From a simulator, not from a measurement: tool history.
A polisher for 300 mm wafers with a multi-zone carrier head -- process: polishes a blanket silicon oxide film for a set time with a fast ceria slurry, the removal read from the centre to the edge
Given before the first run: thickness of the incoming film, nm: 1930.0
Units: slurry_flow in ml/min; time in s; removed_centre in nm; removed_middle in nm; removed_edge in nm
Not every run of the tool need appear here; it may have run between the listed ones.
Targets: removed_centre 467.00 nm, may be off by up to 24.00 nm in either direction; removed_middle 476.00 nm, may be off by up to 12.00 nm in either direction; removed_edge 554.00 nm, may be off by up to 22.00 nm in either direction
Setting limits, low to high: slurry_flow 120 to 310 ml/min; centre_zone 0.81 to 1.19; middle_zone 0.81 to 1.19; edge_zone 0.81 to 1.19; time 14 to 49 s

run,day,slurry_flow,centre_zone,middle_zone,edge_zone,time,removed_centre,removed_middle,removed_edge
1,0.000,200,1.00,1.00,1.00,31,569.10,587.94,589.60
2,0.175,185,0.97,0.95,1.00,31,581.98,549.10,589.27
3,0.196,185,0.92,0.95,1.03,30,521.92,540.89,574.77
4,0.367,185,0.92,0.95,1.03,22,393.19,389.78,411.10
5,0.667,185,0.92,0.95,1.03,30,524.33,539.00,577.06
6,0.983,150,0.92,0.95,1.03,30,507.69,526.20,569.76
7,1.046,145,0.90,0.93,1.04,30,506.96,507.01,563.95
8,1.329,140,0.88,0.92,1.05,30,483.54,508.64,570.58
9,1.671,135,0.87,0.91,1.05,30,465.44,503.23,579.97
10,2.004,135,0.88,0.90,1.04,30,487.66,496.51,555.82
11,2.142,130,0.87,0.89,1.05,30,483.43,490.94,560.40

Next run, 5 choices. One meets every target within its allowed miss, the rest don't. Which?
A,2.279,120,0.89,0.90,1.12,29,?,?,?
B,2.279,150,0.99,0.83,0.93,30,?,?,?
C,2.279,135,0.94,0.87,1.03,30,?,?,?
D,2.279,120,0.92,0.87,0.94,31,?,?,?
E,2.279,125,0.89,0.91,0.98,31,?,?,?

move,removed_centre,removed_middle,removed_edge
A,450.46,470.42,556.47
B,533.48,469.99,552.49
C,499.81,480.89,565.40
D,497.80,490.42,562.28
E,484.11,509.45,571.20
A: hits every target within its allowed miss
B: puts the biggest miss on target and leaves a different result outside tolerance
C: puts the biggest miss on target and leaves a different result outside tolerance
D: about as far from the targets as the last run
E: lands further from the targets than the last run did
Correct choice: A, which meets every target
